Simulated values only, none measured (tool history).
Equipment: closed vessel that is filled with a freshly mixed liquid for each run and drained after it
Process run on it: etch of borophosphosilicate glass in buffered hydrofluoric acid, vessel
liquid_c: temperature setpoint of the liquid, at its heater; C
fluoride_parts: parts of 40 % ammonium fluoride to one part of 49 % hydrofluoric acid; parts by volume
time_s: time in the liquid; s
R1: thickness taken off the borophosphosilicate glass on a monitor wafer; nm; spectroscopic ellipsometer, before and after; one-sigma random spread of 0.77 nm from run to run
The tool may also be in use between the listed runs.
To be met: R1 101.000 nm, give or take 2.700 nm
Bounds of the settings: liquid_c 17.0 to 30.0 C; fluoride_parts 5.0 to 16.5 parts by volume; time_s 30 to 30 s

{"run": 1, "day": 0.0, "liquid_c": 22.0, "fluoride_parts": 10.0, "time_s": 30, "R1": 58.901}
{"run": 2, "day": 0.229, "liquid_c": 24.5, "fluoride_parts": 9.5, "time_s": 30, "R1": 69.769}
{"run": 3, "day": 0.254, "liquid_c": 26.5, "fluoride_parts": 9.5, "time_s": 30, "R1": 77.521}
{"run": 4, "day": 0.342, "liquid_c": 25.0, "fluoride_parts": 9.5, "time_s": 30, "R1": 71.592}
{"run": 5, "day": 0.483, "liquid_c": 25.0, "fluoride_parts": 11.5, "time_s": 30, "R1": 60.578}
{"run": 6, "day": 0.579, "liquid_c": 26.5, "fluoride_parts": 10.5, "time_s": 30, "R1": 70.63}
{"run": 7, "day": 0.629, "liquid_c": 27.5, "fluoride_parts": 10.0, "time_s": 30, "R1": 80.016}
{"run": 8, "day": 0.896, "liquid_c": 28.0, "fluoride_parts": 9.5, "time_s": 30, "R1": 82.629}
{"run": 9, "day": 1.104, "liquid_c": 28.5, "fluoride_parts": 9.0, "time_s": 30, "R1": 88.661}
{"run": 10, "day": 1.288, "liquid_c": 29.0, "fluoride_parts": 9.0, "time_s": 30, "R1": 91.218}
{"run": 11, "day": 1.504, "liquid_c": 29.5, "fluoride_parts": 9.0, "time_s": 30, "R1": 93.581}
{"run": 12, "day": 1.771, "liquid_c": 29.5, "fluoride_parts": 9.0, "time_s": 30, "R1": 94.192}

4 next moves are on the table. One of them brings every result within its allowed miss. Which?
{"run": "A", "day": 2.038, "liquid_c": 27.0, "fluoride_parts": 7.5, "time_s": 30, "R1": "?"}
{"run": "B", "day": 2.038, "liquid_c": 27.0, "fluoride_parts": 8.0, "time_s": 30, "R1": "?"}
{"run": "C", "day": 2.038, "liquid_c": 30.0, "fluoride_parts": 10.0, "time_s": 30, "R1": "?"}
{"run": "D", "day": 2.038, "liquid_c": 30.0, "fluoride_parts": 10.5, "time_s": 30, "R1": "?"}

move=A R1=101.400
move=B R1=94.495
move=C R1=90.916
move=D R1=86.680
A: each result inside its tolerance
B: about as far from the targets as the last run
C: misses by more than the last run did
D: misses by more than the last run did
Answer: A
